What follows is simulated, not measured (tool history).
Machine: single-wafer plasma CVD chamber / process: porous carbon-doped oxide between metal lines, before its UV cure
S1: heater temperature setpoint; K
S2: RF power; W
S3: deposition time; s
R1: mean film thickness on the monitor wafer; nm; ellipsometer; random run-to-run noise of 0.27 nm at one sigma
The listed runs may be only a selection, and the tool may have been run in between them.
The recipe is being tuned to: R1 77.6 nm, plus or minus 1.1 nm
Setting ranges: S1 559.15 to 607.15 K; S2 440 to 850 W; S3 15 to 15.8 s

run,hour,S1,S2,S3,R1
1,0,583.15,645,15.8,91.639
2,3.2,586.15,635,15.8,89.175
3,12,589.15,630,15.8,87.189
4,20.5,589.15,715,15.8,96.554
5,24,589.15,770,15.8,101.59
6,25.9,589.15,770,15,96.903
7,30.8,591.15,750,15,94.532
8,37.7,591.15,750,15,94.029
9,39.9,593.15,735,15,91.842
10,48.9,595.15,720,15,89.383
11,50.3,597.15,710,15,87.685
12,53.8,607.15,620,15,75.989
13,54.9,606.15,620,15,76.064

Next run, 4 choices. One meets every target within its allowed miss, the rest don't. Which?
A,56,605.15,590,15.8,?
B,56,605.15,595,15.2,?
C,56,600.15,615,15.5,?
D,56,604.15,620,15.8,?

move,R1
A,77.462
B,75.117
C,80.243
D,80.855
A: every result within its allowed miss
B: moves away from the targets compared with the last run
C: carries the result that was furthest off beyond its target, to the other side
D: carries the result that was furthest off beyond its target, to the other side
Go with A: it meets all targets.
